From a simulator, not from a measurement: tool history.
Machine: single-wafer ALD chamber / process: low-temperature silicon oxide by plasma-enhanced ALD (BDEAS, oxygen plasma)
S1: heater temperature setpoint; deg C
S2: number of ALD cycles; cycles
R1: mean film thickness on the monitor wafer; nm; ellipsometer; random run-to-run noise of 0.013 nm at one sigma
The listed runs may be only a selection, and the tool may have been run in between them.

run	hour	S1	S2	R1
1	0	90	22	3.3782
2	1.8	94	22	3.3259
3	6.8	88	22	3.4021
4	10.1	88	20	3.0953
5	13.9	93	20	3.0336
6	22.7	93	22	3.3424

Run 7 is up next; what results do you expect?
7	30.3	86	23	?

Run 7 measured R1 3.5989 nm.
